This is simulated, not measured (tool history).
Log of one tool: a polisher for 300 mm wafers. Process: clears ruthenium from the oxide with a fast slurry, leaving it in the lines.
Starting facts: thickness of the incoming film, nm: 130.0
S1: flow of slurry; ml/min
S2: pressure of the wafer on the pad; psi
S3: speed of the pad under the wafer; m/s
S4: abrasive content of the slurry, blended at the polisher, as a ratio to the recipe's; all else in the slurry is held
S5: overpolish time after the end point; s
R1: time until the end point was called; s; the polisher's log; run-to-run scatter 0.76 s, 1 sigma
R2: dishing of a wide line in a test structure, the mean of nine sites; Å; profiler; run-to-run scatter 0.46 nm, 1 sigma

run,hour,S1,S2,S3,S4,S5,R1,R2
1,0,275,2,1.1,1,27,37.397,608.57
2,1.2,275,1.9,1.1,1,25,39.465,584.93
3,5.5,275,1.9,1.1,1,18,38.944,449.82
4,13.9,275,1.8,1.06,1,17,42.373,404.39
5,20.1,275,1.6,1.06,1,17,46.603,380.93
6,27.5,275,1.5,1.06,1.05,16,47.686,357.34
7,30.3,275,1.4,1.04,1.1,15,49.173,316.31
8,33.8,275,1.3,1.04,1.1,14,52.809,289.63
9,36.2,275,0.9,1.14,1.1,8,64.172,150.08

What does the tool deliver on the next run?
10,43.3,275,0.9,1.12,1.1,8,?,?

{"run 10": {"R1": 65.685, "R2": 145.97}}
